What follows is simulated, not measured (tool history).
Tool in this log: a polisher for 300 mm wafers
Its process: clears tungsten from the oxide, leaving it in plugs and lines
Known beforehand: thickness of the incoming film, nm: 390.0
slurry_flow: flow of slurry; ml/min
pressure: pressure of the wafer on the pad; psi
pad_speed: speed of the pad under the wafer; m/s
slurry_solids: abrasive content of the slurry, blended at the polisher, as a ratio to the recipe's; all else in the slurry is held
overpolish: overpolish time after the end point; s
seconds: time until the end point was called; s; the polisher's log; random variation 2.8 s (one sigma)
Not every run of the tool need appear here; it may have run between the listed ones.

run  hour  slurry_flow  pressure  pad_speed  slurry_solids  overpolish  seconds
  1     0          240         3       0.88              1           4   135.08
  2   5.6          240         3       0.78              1           4   151.55
  3  11.4          195         3       0.78              1           4   154.57
  4  19.1          195       2.7       0.76              1           4   171.08
  5  27.3          195       3.1       0.76              1           4   155.11
  6  31.1          195       2.8       0.74              1           4    171.7

Predict the results of run 7:
  7  38.3          195       2.6       0.72              1           4        ?

{"run 7": {"seconds": 186.64}}

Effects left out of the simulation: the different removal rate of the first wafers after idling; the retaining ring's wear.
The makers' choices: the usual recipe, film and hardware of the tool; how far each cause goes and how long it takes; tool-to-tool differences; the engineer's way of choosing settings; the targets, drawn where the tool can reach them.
